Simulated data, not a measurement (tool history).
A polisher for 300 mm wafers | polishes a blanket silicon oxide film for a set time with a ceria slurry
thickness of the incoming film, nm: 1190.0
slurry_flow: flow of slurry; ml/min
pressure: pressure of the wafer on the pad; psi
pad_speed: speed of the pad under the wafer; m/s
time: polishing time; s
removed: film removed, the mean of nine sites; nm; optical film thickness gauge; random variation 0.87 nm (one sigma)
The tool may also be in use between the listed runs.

run 1 hour=0 | slurry_flow=240 pressure=3.8 pad_speed=0.94 time=42 | removed=165.35
run 2 hour=3.5 | slurry_flow=235 pressure=3.6 pad_speed=0.94 time=42 | removed=159.25
run 3 hour=6.3 | slurry_flow=235 pressure=3.5 pad_speed=0.94 time=42 | removed=153.74
run 4 hour=11.7 | slurry_flow=230 pressure=3.4 pad_speed=0.94 time=42 | removed=149.48
-- hour=15.4 slurry nozzle cleaned
run 5 hour=15.4 | slurry_flow=225 pressure=3.3 pad_speed=0.94 time=42 | removed=156.09
run 6 hour=21.2 | slurry_flow=245 pressure=3.3 pad_speed=0.94 time=42 | removed=157.36
run 7 hour=29.5 | slurry_flow=230 pressure=3.3 pad_speed=0.94 time=42 | removed=155.07

Forecast run 8:
run 8 hour=36.6 | slurry_flow=230 pressure=3.1 pad_speed=0.94 time=42 | removed=?

Run 8 gave removed 146.63 nm.

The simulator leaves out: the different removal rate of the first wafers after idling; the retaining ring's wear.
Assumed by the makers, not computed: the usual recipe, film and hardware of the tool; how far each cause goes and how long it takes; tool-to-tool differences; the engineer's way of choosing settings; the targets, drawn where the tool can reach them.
